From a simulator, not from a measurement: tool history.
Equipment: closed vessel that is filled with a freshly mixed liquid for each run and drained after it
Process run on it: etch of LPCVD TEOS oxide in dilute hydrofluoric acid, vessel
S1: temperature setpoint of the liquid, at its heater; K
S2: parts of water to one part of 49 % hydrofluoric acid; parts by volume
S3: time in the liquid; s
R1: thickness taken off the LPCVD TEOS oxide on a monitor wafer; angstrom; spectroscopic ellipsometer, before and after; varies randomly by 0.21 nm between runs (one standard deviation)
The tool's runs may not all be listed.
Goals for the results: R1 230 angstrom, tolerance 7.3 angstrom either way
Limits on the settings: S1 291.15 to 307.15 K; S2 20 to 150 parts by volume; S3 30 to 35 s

{"run": 1, "hour": 0.0, "S1": 299.15, "S2": 85, "S3": 35, "R1": 193.63}
{"run": 2, "hour": 2.0, "S1": 299.15, "S2": 95, "S3": 35, "R1": 169.48}
{"run": 3, "hour": 2.9, "S1": 299.15, "S2": 95, "S3": 35, "R1": 170.09}
{"run": 4, "hour": 8.8, "S1": 302.65, "S2": 95, "S3": 35, "R1": 193.22}
{"run": 5, "hour": 11.7, "S1": 303.65, "S2": 95, "S3": 35, "R1": 203.08}
{"run": 6, "hour": 19.3, "S1": 303.65, "S2": 65, "S3": 35, "R1": 315.62}
{"run": 7, "hour": 25.7, "S1": 303.65, "S2": 65, "S3": 35, "R1": 312.09}
{"run": 8, "hour": 29.5, "S1": 299.65, "S2": 70, "S3": 35, "R1": 244.29}

Which single option among these 4 for the next run brings every result within its allowed miss of target? Just one does.
{"run": "A", "hour": 33.3, "S1": 298.65, "S2": 65, "S3": 35, "R1": "?"}
{"run": "B", "hour": 33.3, "S1": 300.15, "S2": 65, "S3": 35, "R1": "?"}
{"run": "C", "hour": 33.3, "S1": 301.65, "S2": 80, "S3": 35, "R1": "?"}
{"run": "D", "hour": 33.3, "S1": 300.65, "S2": 65, "S3": 35, "R1": "?"}

move=A R1=254.7
move=B R1=270.41
move=C R1=228.15
move=D R1=275.82
A: moves away from the targets compared with the last run
B: moves away from the targets compared with the last run
C: hits every target within its allowed miss
D: moves away from the targets compared with the last run
The right move is C.
